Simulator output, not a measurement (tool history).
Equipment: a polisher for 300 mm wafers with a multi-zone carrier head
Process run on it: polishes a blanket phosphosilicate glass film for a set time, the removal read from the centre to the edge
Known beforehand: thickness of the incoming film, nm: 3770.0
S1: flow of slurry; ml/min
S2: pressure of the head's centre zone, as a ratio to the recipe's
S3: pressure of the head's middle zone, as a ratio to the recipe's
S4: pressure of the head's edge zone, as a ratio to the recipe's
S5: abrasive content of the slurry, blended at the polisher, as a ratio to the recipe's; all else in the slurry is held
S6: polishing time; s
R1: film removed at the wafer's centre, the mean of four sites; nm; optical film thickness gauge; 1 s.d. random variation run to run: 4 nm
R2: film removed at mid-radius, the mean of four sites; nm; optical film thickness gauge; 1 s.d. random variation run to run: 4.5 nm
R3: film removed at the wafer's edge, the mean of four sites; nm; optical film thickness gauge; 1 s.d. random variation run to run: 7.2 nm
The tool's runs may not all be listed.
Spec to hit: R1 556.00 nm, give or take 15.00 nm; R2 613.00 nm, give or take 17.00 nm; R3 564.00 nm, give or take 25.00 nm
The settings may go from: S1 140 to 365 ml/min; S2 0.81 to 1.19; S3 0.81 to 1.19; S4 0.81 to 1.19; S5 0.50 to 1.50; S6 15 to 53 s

run,day,S1,S2,S3,S4,S5,S6,R1,R2,R3
1,0.000,235,1.00,1.00,1.00,1.00,34,403.85,409.60,407.66
2,0.338,235,1.00,0.94,1.00,1.00,34,396.97,388.30,409.44
3,0.479,235,1.00,0.94,1.00,1.00,39,458.30,448.85,463.33
4,0.633,235,1.00,0.94,1.00,1.15,39,484.40,471.50,508.49
5,0.754,245,1.01,0.99,1.01,1.15,39,494.36,498.58,496.58
6,1.046,245,1.01,0.99,1.05,1.15,39,488.69,488.02,499.40
7,1.121,245,1.01,1.01,1.04,1.20,39,503.73,513.91,513.45
8,1.471,245,1.01,1.03,1.04,1.25,39,510.91,528.27,512.55
9,1.796,250,1.01,1.04,1.05,1.30,39,508.64,541.97,540.51
10,2.062,260,1.02,1.06,1.05,1.30,39,527.58,549.53,529.66
11,2.262,265,1.02,1.07,1.05,1.35,39,534.36,567.66,531.95
12,2.375,265,1.02,1.08,1.06,1.40,39,539.49,575.37,538.07
13,2.504,265,1.02,1.09,1.07,1.40,39,534.48,587.49,545.51
14,2.667,270,1.02,1.09,1.08,1.40,39,540.36,585.03,559.72
15,2.825,275,1.02,1.10,1.08,1.40,39,538.05,588.71,567.74
16,3.108,280,1.02,1.11,1.08,1.40,39,548.34,592.93,551.13

Below are 4 possible settings for the next run. Only one of them brings all results inside the allowed miss of their targets. Which is it?
A,3.392,365,0.98,1.08,1.02,1.15,43,?,?,?
B,3.392,250,0.99,1.15,1.09,1.45,39,?,?,?
C,3.392,285,0.95,1.09,1.13,1.40,43,?,?,?
D,3.392,280,0.89,1.11,1.15,1.40,43,?,?,?

move,R1,R2,R3
A,545.28,611.60,561.75
B,522.61,612.85,557.30
C,555.01,648.65,625.75
D,518.63,657.25,630.33
A: all results in spec
B: corrects the largest miss of the last run, while another result sits out of spec
C: takes the result that was furthest off past its target
D: takes the result that was furthest off past its target
Move A is the one to make.

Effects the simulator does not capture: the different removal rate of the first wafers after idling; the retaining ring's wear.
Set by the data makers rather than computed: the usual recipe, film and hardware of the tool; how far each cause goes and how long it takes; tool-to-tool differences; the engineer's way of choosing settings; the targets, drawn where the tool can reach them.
